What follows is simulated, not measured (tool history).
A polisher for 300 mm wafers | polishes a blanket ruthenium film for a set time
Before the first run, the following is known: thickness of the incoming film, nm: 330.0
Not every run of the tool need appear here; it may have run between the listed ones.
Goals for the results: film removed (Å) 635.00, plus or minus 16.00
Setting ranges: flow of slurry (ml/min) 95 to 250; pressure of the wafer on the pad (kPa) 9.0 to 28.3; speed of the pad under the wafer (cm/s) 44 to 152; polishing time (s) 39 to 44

run    day  flow of slurry (ml/min)  pressure of the wafer on the pad (kPa)  speed of the pad under the wafer (cm/s)  polishing time (s)  film removed (Å)
  1  0.000                      160                                    18.6                                       98                  44            665.07
  2  0.133                      160                                    18.6                                       98                  39            589.56
  3  0.171                      165                                    18.6                                       98                  39            591.84
  4  0.300                      165                                    18.6                                      118                  39            713.24
     0.438  -- slurry nozzle cleaned
  5  0.438                      165                                    17.9                                      118                  39            751.03
  6  0.704                      165                                    17.9                                      118                  44            860.98
  7  1.075                      155                                    15.9                                      118                  44            749.66
  8  1.375                      150                                    15.2                                      118                  44            714.38
  9  1.467                      145                                    15.2                                      118                  44            705.61
 10  1.492                      115                                    13.8                                      118                  44            615.86

Next run, 5 choices. One meets every target within its allowed miss, the rest don't. Which?
  A  1.517                      120                                    12.4                                      126                  42                 ?
  B  1.517                       95                                    18.6                                      100                  40                 ?
  C  1.517                      100                                    14.5                                      118                  41                 ?
  D  1.517                      100                                    15.9                                      118                  41                 ?
  E  1.517                      115                                    13.8                                      120                  41                 ?

move  film removed (Å)
   A            566.22
   B            600.91
   C            575.40
   D            628.10
   E            577.48
A: misses by more than the last run did
B: misses by more than the last run did
C: misses by more than the last run did
D: every result within its allowed miss
E: misses by more than the last run did
Go with D: it meets all targets.
